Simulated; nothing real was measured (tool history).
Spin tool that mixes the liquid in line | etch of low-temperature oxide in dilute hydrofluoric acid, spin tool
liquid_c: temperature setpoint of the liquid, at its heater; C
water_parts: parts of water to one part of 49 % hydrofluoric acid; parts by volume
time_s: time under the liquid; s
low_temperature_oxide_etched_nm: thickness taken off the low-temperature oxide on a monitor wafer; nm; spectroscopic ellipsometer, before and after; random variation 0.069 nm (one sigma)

| run | hour | liquid_c | water_parts | time_s | low_temperature_oxide_etched_nm |
|---|---|---|---|---|---|
| 1 | 0.0 | 22.0 | 235 | 185 | 9.3744 |
| 2 | 2.1 | 22.0 | 305 | 185 | 6.8227 |
| 3 | 5.1 | 22.0 | 355 | 185 | 5.6160 |
| 4 | 14.1 | 22.5 | 350 | 185 | 5.7020 |
| 5 | 19.1 | 20.5 | 350 | 185 | 5.5084 |
| 6 | 25.2 | 21.0 | 345 | 185 | 5.6629 |
| 7 | 32.2 | 21.5 | 340 | 185 | 5.8114 |
| 8 | 40.5 | 22.0 | 335 | 185 | 6.0096 |

Forecast run 9:
| 9 | 45.6 | 22.5 | 330 | 185 | ? |

Run 9 gave low_temperature_oxide_etched_nm 6.1916 nm.

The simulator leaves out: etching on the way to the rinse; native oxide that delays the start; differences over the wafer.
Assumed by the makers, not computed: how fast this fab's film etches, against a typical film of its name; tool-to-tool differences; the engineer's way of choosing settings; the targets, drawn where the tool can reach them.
